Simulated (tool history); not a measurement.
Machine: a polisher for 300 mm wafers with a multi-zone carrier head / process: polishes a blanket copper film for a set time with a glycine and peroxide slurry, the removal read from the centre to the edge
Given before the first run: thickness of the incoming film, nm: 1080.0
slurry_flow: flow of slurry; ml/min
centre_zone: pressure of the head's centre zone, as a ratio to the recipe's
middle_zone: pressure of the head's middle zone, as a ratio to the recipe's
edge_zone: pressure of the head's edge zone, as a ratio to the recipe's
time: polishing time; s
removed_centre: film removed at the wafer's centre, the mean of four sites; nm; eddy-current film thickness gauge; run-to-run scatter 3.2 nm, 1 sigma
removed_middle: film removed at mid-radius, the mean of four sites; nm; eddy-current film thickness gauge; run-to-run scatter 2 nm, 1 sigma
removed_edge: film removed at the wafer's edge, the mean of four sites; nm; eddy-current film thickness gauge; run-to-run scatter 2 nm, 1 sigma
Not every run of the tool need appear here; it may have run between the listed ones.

run,hour,slurry_flow,centre_zone,middle_zone,edge_zone,time,removed_centre,removed_middle,removed_edge
1,0.0,235,1.00,1.00,1.00,37,145.70,140.54,137.59
2,7.9,235,0.96,1.00,1.00,37,138.31,143.49,137.33
3,9.3,240,0.99,1.01,1.01,38,146.88,147.41,137.40
4,10.6,240,0.99,1.01,1.01,32,123.14,122.44,119.17
5,15.5,240,0.93,1.01,1.01,32,115.84,124.71,118.23
6,17.6,240,0.93,0.95,1.01,32,114.62,120.16,119.44
7,24.7,240,0.96,0.95,1.01,34,125.48,125.30,127.08
8,28.9,240,0.99,0.95,1.01,36,137.38,134.35,135.54
9,37.4,240,1.02,0.95,1.01,37,150.03,137.17,138.00
10,45.9,240,1.03,0.95,1.01,38,145.69,139.31,140.66
11,46.9,235,1.05,0.94,0.98,40,164.88,147.89,145.25

The next listed run, before its measurement:
12,47.5,250,1.15,0.93,1.08,47,?,?,?

removed_centre: 208.81 nm
removed_middle: 173.51 nm
removed_edge: 180.16 nm

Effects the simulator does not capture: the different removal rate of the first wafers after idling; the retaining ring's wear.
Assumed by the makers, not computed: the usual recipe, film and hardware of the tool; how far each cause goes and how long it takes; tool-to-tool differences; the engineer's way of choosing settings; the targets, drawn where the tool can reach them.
